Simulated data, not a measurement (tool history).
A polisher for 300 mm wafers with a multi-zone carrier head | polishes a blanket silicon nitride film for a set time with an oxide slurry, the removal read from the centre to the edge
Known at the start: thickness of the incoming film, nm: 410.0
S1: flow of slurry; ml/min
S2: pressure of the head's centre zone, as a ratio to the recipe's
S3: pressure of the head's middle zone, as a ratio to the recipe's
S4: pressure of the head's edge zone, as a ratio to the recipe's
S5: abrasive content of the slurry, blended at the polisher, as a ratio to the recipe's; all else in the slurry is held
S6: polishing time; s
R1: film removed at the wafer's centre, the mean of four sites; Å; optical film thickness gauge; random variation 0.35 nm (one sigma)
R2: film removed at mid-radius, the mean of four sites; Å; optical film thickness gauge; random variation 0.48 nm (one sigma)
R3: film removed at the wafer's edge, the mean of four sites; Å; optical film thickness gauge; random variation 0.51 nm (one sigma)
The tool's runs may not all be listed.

Run 1, hour 0: S1 170 ml/min, S2 1, S3 1, S4 1, S5 1, S6 79 s. Result: R1 577.53 Å, R2 569.85 Å, R3 548.93 Å.
Run 2, hour 2.7: S1 170 ml/min, S2 1.04, S3 1, S4 1, S5 1, S6 79 s. Result: R1 598.52 Å, R2 556.65 Å, R3 555.02 Å.
Run 3, hour 10.4: S1 170 ml/min, S2 1.04, S3 1, S4 1, S5 1.2, S6 79 s. Result: R1 663.53 Å, R2 630.76 Å, R3 600.17 Å.
Run 4, hour 17.7: S1 165 ml/min, S2 1, S3 0.99, S4 0.97, S5 1.1, S6 78 s. Result: R1 589.95 Å, R2 574.92 Å, R3 560.6 Å.
Run 5, hour 22.2: S1 165 ml/min, S2 1, S3 0.99, S4 0.97, S5 1.1, S6 62 s. Result: R1 470.37 Å, R2 459.28 Å, R3 458.89 Å.
Run 6, hour 25.2: S1 165 ml/min, S2 0.97, S3 0.99, S4 0.97, S5 1.1, S6 62 s. Result: R1 465.18 Å, R2 469.48 Å, R3 446.11 Å.
Run 7, hour 31.9: S1 115 ml/min, S2 0.87, S3 0.94, S4 1.07, S5 1, S6 62 s. Result: R1 361.2 Å, R2 384.91 Å, R3 418.74 Å.

Run 8 comes next. What will it give?
Run 8, hour 37: S1 125 ml/min, S2 0.88, S3 0.95, S4 1.05, S5 1, S6 62 s. Result: R1 ?, R2 ?, R3 ?.

R1: 362.43 Å
R2: 411.36 Å
R3: 437.41 Å
